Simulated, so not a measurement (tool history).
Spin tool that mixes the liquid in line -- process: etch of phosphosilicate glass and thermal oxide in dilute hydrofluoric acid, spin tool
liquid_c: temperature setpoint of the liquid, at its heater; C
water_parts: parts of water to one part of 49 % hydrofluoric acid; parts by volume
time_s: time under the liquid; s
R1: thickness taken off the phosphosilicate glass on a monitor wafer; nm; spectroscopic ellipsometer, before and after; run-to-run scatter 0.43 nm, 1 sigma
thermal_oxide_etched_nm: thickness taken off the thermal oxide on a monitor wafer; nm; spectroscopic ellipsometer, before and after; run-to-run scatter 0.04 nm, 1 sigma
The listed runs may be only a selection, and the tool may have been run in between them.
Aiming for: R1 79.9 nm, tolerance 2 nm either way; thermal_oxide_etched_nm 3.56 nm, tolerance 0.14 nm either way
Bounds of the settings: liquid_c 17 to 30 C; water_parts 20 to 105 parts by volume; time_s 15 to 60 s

{"run": 1, "hour": 0.0, "liquid_c": 22, "water_parts": 55, "time_s": 30, "R1": 51.359, "thermal_oxide_etched_nm": 2.3382}
{"run": 2, "hour": 1.2, "liquid_c": 23, "water_parts": 55, "time_s": 30, "R1": 53.431, "thermal_oxide_etched_nm": 2.4042}
{"run": 3, "hour": 7.0, "liquid_c": 23, "water_parts": 55, "time_s": 25, "R1": 44.969, "thermal_oxide_etched_nm": 2.0126}
{"run": 4, "hour": 8.1, "liquid_c": 23, "water_parts": 55, "time_s": 35, "R1": 63.093, "thermal_oxide_etched_nm": 2.8048}
{"run": 5, "hour": 13.6, "liquid_c": 23.5, "water_parts": 55, "time_s": 35, "R1": 64.529, "thermal_oxide_etched_nm": 2.9017}
{"run": 6, "hour": 15.3, "liquid_c": 23.5, "water_parts": 40, "time_s": 35, "R1": 90.133, "thermal_oxide_etched_nm": 3.97}
{"run": 7, "hour": 17.7, "liquid_c": 23, "water_parts": 40, "time_s": 35, "R1": 87.987, "thermal_oxide_etched_nm": 3.9631}
{"run": 8, "hour": 20.0, "liquid_c": 22, "water_parts": 40, "time_s": 35, "R1": 85.199, "thermal_oxide_etched_nm": 3.8011}
{"run": 9, "hour": 21.3, "liquid_c": 22, "water_parts": 40, "time_s": 35, "R1": 85.242, "thermal_oxide_etched_nm": 3.8772}
{"run": 10, "hour": 23.1, "liquid_c": 22.5, "water_parts": 40, "time_s": 35, "R1": 86.843, "thermal_oxide_etched_nm": 3.9227}
{"run": 11, "hour": 27.7, "liquid_c": 22, "water_parts": 40, "time_s": 35, "R1": 84.909, "thermal_oxide_etched_nm": 3.846}
{"run": 12, "hour": 32.0, "liquid_c": 22, "water_parts": 45, "time_s": 35, "R1": 74.981, "thermal_oxide_etched_nm": 3.3513}

Consider the 4 candidate settings below. Which is the only one whose results all fall within their allowed miss of target?
{"run": "A", "hour": 36.3, "liquid_c": 19.5, "water_parts": 35, "time_s": 30, "R1": "?", "thermal_oxide_etched_nm": "?"}
{"run": "B", "hour": 36.3, "liquid_c": 17.5, "water_parts": 45, "time_s": 45, "R1": "?", "thermal_oxide_etched_nm": "?"}
{"run": "C", "hour": 36.3, "liquid_c": 23.5, "water_parts": 80, "time_s": 60, "R1": "?", "thermal_oxide_etched_nm": "?"}
{"run": "D", "hour": 36.3, "liquid_c": 22, "water_parts": 60, "time_s": 45, "R1": "?", "thermal_oxide_etched_nm": "?"}

move=A R1=74.989 thermal_oxide_etched_nm=3.378
move=B R1=79.306 thermal_oxide_etched_nm=3.5725
move=C R1=73.36 thermal_oxide_etched_nm=3.3046
move=D R1=70.736 thermal_oxide_etched_nm=3.1864
A: no nearer and no further than the last run
B: all results land within tolerance of their targets
C: the biggest miss grows against the last run
D: the biggest miss grows against the last run
B is the move that brings every result within its allowed miss.
